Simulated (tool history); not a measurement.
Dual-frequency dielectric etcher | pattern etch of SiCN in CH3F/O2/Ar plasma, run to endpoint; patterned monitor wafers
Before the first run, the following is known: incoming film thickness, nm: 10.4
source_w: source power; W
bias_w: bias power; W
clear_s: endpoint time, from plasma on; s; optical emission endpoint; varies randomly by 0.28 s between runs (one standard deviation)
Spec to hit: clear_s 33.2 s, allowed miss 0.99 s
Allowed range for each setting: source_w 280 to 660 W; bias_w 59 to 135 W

run    day  source_w  bias_w  clear_s
  1      0       470      97   26.627
  2  0.212       470      85    27.68
  3  0.438       470      77    29.06
  4   0.55       440      75   29.862
  5  0.771       370      75   31.996
  6  1.129       290      75   35.531
  7   1.35       300      76   34.672
  8  1.692       310      76     34.8

Exactly one of the 4 candidate moves below puts every result within its allowed miss. Which one?
  A  2.033       300      69        ?
  B  2.033       310      72        ?
  C  2.033       280      76        ?
  D  2.033       320      81        ?

move  clear_s
   A   36.016
   B   34.903
   C   35.804
   D   32.865
A: misses by more than the last run did
B: misses by more than the last run did
C: misses by more than the last run did
D: every result lands within tolerance
D is the move that brings every result within its allowed miss.
